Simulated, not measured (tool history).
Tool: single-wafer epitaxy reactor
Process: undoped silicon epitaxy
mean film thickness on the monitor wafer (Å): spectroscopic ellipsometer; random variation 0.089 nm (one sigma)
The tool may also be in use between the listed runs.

run	day	wafer temperature setpoint (pyrometer-controlled) (°C)	deposition time (s)	mean film thickness on the monitor wafer (Å)
1	0	670	212	469.56
2	0.329	670	193	425.76
3	0.429	680	193	527.42
4	0.654	678	193	504.87
5	0.979	682	193	550.16
6	1.242	679	193	516.26
7	1.417	677	193	494.17
8	1.546	675	193	474.29
9	1.762	675	193	476.3
10	2.133	673	193	455.3

The next listed run, before its measurement:
11	2.5	672	193	?

{"run 11": {"mean film thickness on the monitor wafer (Å)": 445.29}}
